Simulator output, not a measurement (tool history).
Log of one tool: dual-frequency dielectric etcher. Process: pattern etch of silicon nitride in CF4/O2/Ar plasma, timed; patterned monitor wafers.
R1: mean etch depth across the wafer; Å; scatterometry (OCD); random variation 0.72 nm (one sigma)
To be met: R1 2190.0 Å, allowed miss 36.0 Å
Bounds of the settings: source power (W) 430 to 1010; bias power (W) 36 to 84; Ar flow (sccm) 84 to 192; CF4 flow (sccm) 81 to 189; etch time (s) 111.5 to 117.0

run 1 day=0.000 | source_power_(W)=720 bias_power_(W)=60 Ar_flow_(sccm)=138 CF4_flow_(sccm)=135 etch_time_(s)=111.5 | R1=3445.2
run 2 day=0.354 | source_power_(W)=690 bias_power_(W)=58 Ar_flow_(sccm)=139 CF4_flow_(sccm)=134 etch_time_(s)=111.5 | R1=3228.3
run 3 day=0.729 | source_power_(W)=660 bias_power_(W)=57 Ar_flow_(sccm)=139 CF4_flow_(sccm)=134 etch_time_(s)=111.5 | R1=3070.5
run 4 day=0.925 | source_power_(W)=630 bias_power_(W)=57 Ar_flow_(sccm)=139 CF4_flow_(sccm)=134 etch_time_(s)=111.5 | R1=2913.3
run 5 day=1.075 | source_power_(W)=630 bias_power_(W)=57 Ar_flow_(sccm)=151 CF4_flow_(sccm)=134 etch_time_(s)=111.5 | R1=2900.2
run 6 day=1.312 | source_power_(W)=610 bias_power_(W)=57 Ar_flow_(sccm)=151 CF4_flow_(sccm)=134 etch_time_(s)=111.5 | R1=2796.9
run 7 day=1.658 | source_power_(W)=470 bias_power_(W)=55 Ar_flow_(sccm)=152 CF4_flow_(sccm)=134 etch_time_(s)=111.5 | R1=2043.5
run 8 day=1.908 | source_power_(W)=490 bias_power_(W)=55 Ar_flow_(sccm)=152 CF4_flow_(sccm)=134 etch_time_(s)=111.5 | R1=2138.3

Which of these 5 next moves meets every target?
run A day=2.158 | source_power_(W)=490 bias_power_(W)=58 Ar_flow_(sccm)=157 CF4_flow_(sccm)=100 etch_time_(s)=113.5 | R1=?
run B day=2.158 | source_power_(W)=460 bias_power_(W)=61 Ar_flow_(sccm)=132 CF4_flow_(sccm)=128 etch_time_(s)=113.0 | R1=?
run C day=2.158 | source_power_(W)=470 bias_power_(W)=59 Ar_flow_(sccm)=156 CF4_flow_(sccm)=131 etch_time_(s)=111.5 | R1=?
run D day=2.158 | source_power_(W)=480 bias_power_(W)=62 Ar_flow_(sccm)=154 CF4_flow_(sccm)=139 etch_time_(s)=111.5 | R1=?
run E day=2.158 | source_power_(W)=460 bias_power_(W)=59 Ar_flow_(sccm)=156 CF4_flow_(sccm)=157 etch_time_(s)=111.5 | R1=?

move=A R1=2106.6
move=B R1=2132.7
move=C R1=2080.4
move=D R1=2197.8
move=E R1=2082.3
A: further off than the last run
B: further off than the last run
C: further off than the last run
D: meets every target
E: further off than the last run
Answer: D
